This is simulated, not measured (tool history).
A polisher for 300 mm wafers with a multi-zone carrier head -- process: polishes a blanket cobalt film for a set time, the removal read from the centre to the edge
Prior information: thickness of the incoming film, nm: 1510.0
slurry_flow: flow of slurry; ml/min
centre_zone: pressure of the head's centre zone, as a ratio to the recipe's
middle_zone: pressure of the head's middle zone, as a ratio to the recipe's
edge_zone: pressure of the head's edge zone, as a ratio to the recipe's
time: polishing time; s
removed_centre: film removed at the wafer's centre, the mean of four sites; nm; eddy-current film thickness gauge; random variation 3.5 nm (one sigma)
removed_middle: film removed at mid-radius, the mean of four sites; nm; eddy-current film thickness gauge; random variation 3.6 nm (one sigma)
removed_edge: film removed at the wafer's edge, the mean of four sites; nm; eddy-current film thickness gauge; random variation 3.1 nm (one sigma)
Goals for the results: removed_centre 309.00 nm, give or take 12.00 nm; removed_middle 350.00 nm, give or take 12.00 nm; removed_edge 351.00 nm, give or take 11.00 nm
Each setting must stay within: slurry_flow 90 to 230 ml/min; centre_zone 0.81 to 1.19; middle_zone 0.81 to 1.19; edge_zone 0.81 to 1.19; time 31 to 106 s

{"run": 1, "day": 0.0, "slurry_flow": 150, "centre_zone": 1.0, "middle_zone": 1.0, "edge_zone": 1.0, "time": 68, "removed_centre": 294.33, "removed_middle": 293.1, "removed_edge": 296.91}
{"run": 2, "day": 0.192, "slurry_flow": 160, "centre_zone": 0.99, "middle_zone": 1.01, "edge_zone": 1.03, "time": 69, "removed_centre": 297.88, "removed_middle": 303.19, "removed_edge": 304.96}
{"run": 3, "day": 0.312, "slurry_flow": 165, "centre_zone": 0.98, "middle_zone": 1.02, "edge_zone": 1.05, "time": 70, "removed_centre": 306.5, "removed_middle": 308.59, "removed_edge": 312.58}
{"run": 4, "day": 0.638, "slurry_flow": 165, "centre_zone": 0.96, "middle_zone": 1.03, "edge_zone": 1.06, "time": 71, "removed_centre": 305.19, "removed_middle": 324.07, "removed_edge": 320.03}
{"run": 5, "day": 0.788, "slurry_flow": 170, "centre_zone": 0.95, "middle_zone": 1.03, "edge_zone": 1.08, "time": 71, "removed_centre": 308.58, "removed_middle": 317.53, "removed_edge": 325.68}
{"run": 6, "day": 0.975, "slurry_flow": 190, "centre_zone": 0.95, "middle_zone": 1.03, "edge_zone": 1.08, "time": 71, "removed_centre": 312.72, "removed_middle": 323.32, "removed_edge": 329.16}
{"run": 7, "day": 1.033, "slurry_flow": 190, "centre_zone": 0.94, "middle_zone": 1.04, "edge_zone": 1.09, "time": 71, "removed_centre": 308.1, "removed_middle": 331.07, "removed_edge": 333.24}
{"run": 8, "day": 1.342, "slurry_flow": 195, "centre_zone": 0.93, "middle_zone": 1.04, "edge_zone": 1.1, "time": 71, "removed_centre": 305.57, "removed_middle": 329.38, "removed_edge": 334.87}
{"run": 9, "day": 1.542, "slurry_flow": 195, "centre_zone": 0.93, "middle_zone": 1.04, "edge_zone": 1.1, "time": 71, "removed_centre": 309.96, "removed_middle": 329.27, "removed_edge": 338.15}
{"run": 10, "day": 1.771, "slurry_flow": 195, "centre_zone": 0.92, "middle_zone": 1.05, "edge_zone": 1.1, "time": 71, "removed_centre": 307.07, "removed_middle": 323.54, "removed_edge": 333.87}
{"run": 11, "day": 1.842, "slurry_flow": 215, "centre_zone": 0.88, "middle_zone": 1.14, "edge_zone": 1.17, "time": 73, "removed_centre": 292.53, "removed_middle": 364.97, "removed_edge": 357.07}
{"run": 12, "day": 2.0, "slurry_flow": 215, "centre_zone": 0.89, "middle_zone": 1.13, "edge_zone": 1.17, "time": 73, "removed_centre": 299.78, "removed_middle": 361.99, "removed_edge": 358.66}

5 candidate next runs follow, results not yet known. Just one meets every target within its allowed miss. Identify it.
{"run": "A", "day": 2.158, "slurry_flow": 185, "centre_zone": 0.83, "middle_zone": 1.19, "edge_zone": 1.1, "time": 74, "removed_centre": "?", "removed_middle": "?", "removed_edge": "?"}
{"run": "B", "day": 2.158, "slurry_flow": 205, "centre_zone": 0.88, "middle_zone": 0.99, "edge_zone": 1.19, "time": 76, "removed_centre": "?", "removed_middle": "?", "removed_edge": "?"}
{"run": "C", "day": 2.158, "slurry_flow": 215, "centre_zone": 0.85, "middle_zone": 1.13, "edge_zone": 1.19, "time": 76, "removed_centre": "?", "removed_middle": "?", "removed_edge": "?"}
{"run": "D", "day": 2.158, "slurry_flow": 230, "centre_zone": 0.92, "middle_zone": 1.1, "edge_zone": 1.17, "time": 71, "removed_centre": "?", "removed_middle": "?", "removed_edge": "?"}
{"run": "E", "day": 2.158, "slurry_flow": 190, "centre_zone": 0.88, "middle_zone": 1.19, "edge_zone": 1.09, "time": 76, "removed_centre": "?", "removed_middle": "?", "removed_edge": "?"}

move=A removed_centre=282.86 removed_middle=368.69 removed_edge=341.97
move=B removed_centre=313.36 removed_middle=339.52 removed_edge=370.85
move=C removed_centre=305.12 removed_middle=373.66 removed_edge=372.19
move=D removed_centre=311.80 removed_middle=345.71 removed_edge=347.08
move=E removed_centre=309.66 removed_middle=380.20 removed_edge=350.71
A: further off than the last run
B: the furthest-off result lands on target, but another misses its tolerance
C: further off than the last run
D: hits every target within its allowed miss
E: further off than the last run
The move that meets every target is D.
